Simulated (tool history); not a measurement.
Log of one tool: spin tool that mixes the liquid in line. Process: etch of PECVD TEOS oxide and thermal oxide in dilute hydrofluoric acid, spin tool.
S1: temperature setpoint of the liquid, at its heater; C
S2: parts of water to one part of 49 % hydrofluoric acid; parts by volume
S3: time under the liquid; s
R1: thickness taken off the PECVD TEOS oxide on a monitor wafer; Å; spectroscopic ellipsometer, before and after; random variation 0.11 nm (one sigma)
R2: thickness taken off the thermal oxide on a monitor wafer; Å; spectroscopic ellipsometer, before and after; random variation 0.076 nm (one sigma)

{"run": 1, "hour": 0.0, "S1": 21, "S2": 85, "S3": 95, "R1": 82.188, "R2": 43.819}
{"run": 2, "hour": 1.7, "S1": 22, "S2": 80, "S3": 95, "R1": 90.808, "R2": 48.819}
{"run": 3, "hour": 8.5, "S1": 22, "S2": 80, "S3": 130, "R1": 124.67, "R2": 65.759}
{"run": 4, "hour": 14.4, "S1": 23, "S2": 80, "S3": 130, "R1": 130.6, "R2": 69.586}
{"run": 5, "hour": 18.5, "S1": 23, "S2": 80, "S3": 150, "R1": 150.04, "R2": 80.418}
{"run": 6, "hour": 25.9, "S1": 23, "S2": 80, "S3": 115, "R1": 116.57, "R2": 62.05}
{"run": 7, "hour": 34.5, "S1": 24, "S2": 80, "S3": 115, "R1": 121.44, "R2": 64.837}
{"run": 8, "hour": 42.6, "S1": 24.5, "S2": 80, "S3": 115, "R1": 122.1, "R2": 65.083}
{"run": 9, "hour": 43.4, "S1": 25, "S2": 80, "S3": 115, "R1": 126.32, "R2": 66.175}
{"run": 10, "hour": 51.3, "S1": 25.5, "S2": 75, "S3": 115, "R1": 137.48, "R2": 73.205}
{"run": 11, "hour": 56.9, "S1": 26, "S2": 75, "S3": 115, "R1": 139.85, "R2": 74.082}
{"run": 12, "hour": 59.2, "S1": 26.5, "S2": 75, "S3": 115, "R1": 142.45, "R2": 75.332}
{"run": 13, "hour": 67.7, "S1": 27, "S2": 75, "S3": 115, "R1": 145.35, "R2": 77.37}

Run 14 comes next. What will it give?
{"run": 14, "hour": 71.0, "S1": 29, "S2": 60, "S3": 115, "R1": "?", "R2": "?"}

{"run 14": {"R1": 199.68, "R2": 105.15}}
